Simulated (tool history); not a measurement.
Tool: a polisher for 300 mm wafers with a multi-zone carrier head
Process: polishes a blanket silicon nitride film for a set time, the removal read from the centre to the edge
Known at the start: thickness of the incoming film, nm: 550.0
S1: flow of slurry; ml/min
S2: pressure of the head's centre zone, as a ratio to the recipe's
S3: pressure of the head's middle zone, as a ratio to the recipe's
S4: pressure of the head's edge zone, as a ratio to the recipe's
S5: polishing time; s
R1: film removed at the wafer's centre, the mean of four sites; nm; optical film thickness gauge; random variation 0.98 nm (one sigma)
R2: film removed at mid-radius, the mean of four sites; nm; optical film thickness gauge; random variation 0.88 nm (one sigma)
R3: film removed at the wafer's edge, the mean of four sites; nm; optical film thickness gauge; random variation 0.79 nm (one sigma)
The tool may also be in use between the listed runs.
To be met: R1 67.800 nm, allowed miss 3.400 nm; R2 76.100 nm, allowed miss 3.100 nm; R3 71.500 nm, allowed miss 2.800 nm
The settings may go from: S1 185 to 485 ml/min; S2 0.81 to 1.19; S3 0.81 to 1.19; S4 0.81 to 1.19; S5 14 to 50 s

run 1 hour=0.0 | S1=310 S2=1.00 S3=1.00 S4=1.00 S5=32 | R1=49.418 R2=51.101 R3=51.920
run 2 hour=7.0 | S1=310 S2=1.00 S3=1.00 S4=1.06 S5=32 | R1=48.541 R2=51.314 R3=52.521
run 3 hour=13.3 | S1=310 S2=1.00 S3=1.02 S4=1.06 S5=34 | R1=51.368 R2=54.757 R3=55.489
run 4 hour=15.8 | S1=310 S2=1.00 S3=1.06 S4=1.06 S5=34 | R1=53.074 R2=55.467 R3=55.751
run 5 hour=23.5 | S1=315 S2=0.99 S3=1.08 S4=1.05 S5=35 | R1=52.862 R2=59.016 R3=57.983
run 6 hour=29.4 | S1=315 S2=0.93 S3=1.08 S4=1.05 S5=35 | R1=50.088 R2=60.665 R3=57.932
run 7 hour=32.3 | S1=320 S2=0.94 S3=1.09 S4=1.05 S5=36 | R1=52.323 R2=63.383 R3=58.969
run 8 hour=34.6 | S1=320 S2=0.95 S3=1.09 S4=1.05 S5=37 | R1=53.942 R2=63.964 R3=60.767

4 next moves are on the table. One of them brings every result within its allowed miss. Which?
run A hour=36.9 | S1=235 S2=1.00 S3=1.12 S4=1.03 S5=45 | R1=? R2=? R3=?
run B hour=36.9 | S1=330 S2=1.06 S3=1.08 S4=1.00 S5=45 | R1=? R2=? R3=?
run C hour=36.9 | S1=270 S2=0.92 S3=0.86 S4=1.16 S5=46 | R1=? R2=? R3=?
run D hour=36.9 | S1=310 S2=0.99 S3=1.06 S4=1.05 S5=41 | R1=? R2=? R3=?

move=A R1=67.464 R2=74.799 R3=70.660
move=B R1=74.800 R2=75.469 R3=71.987
move=C R1=64.606 R2=62.381 R3=77.513
move=D R1=63.171 R2=67.271 R3=66.678
A: meets every target
B: takes the result that was furthest off past its target
C: brings the result that was furthest off to its target, and leaves another outside
D: nearer than the last run, and not there yet
Move A is the one to make.
